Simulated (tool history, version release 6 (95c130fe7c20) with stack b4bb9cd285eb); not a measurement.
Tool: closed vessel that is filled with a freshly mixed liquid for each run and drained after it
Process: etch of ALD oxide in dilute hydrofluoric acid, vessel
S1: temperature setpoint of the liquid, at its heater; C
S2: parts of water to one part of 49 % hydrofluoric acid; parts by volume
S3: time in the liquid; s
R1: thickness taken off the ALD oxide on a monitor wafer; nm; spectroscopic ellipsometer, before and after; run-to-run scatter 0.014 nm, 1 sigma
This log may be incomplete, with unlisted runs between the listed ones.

| run | hour | S1 | S2 | S3 | R1 |
|---|---|---|---|---|---|
| 1 | 0.0 | 26.0 | 225 | 55 | 3.9132 |
| 2 | 7.7 | 24.5 | 250 | 55 | 3.2113 |
| 3 | 12.3 | 21.5 | 250 | 55 | 2.9083 |
| 4 | 13.1 | 21.0 | 270 | 55 | 2.5899 |
| 5 | 16.8 | 19.5 | 270 | 55 | 2.4118 |
| 6 | 18.7 | 19.0 | 285 | 55 | 2.2435 |

Run 7 comes next. What will it give?
| 7 | 27.5 | 19.0 | 300 | 55 | ? |

{"run 7": {"R1": 2.1268}}
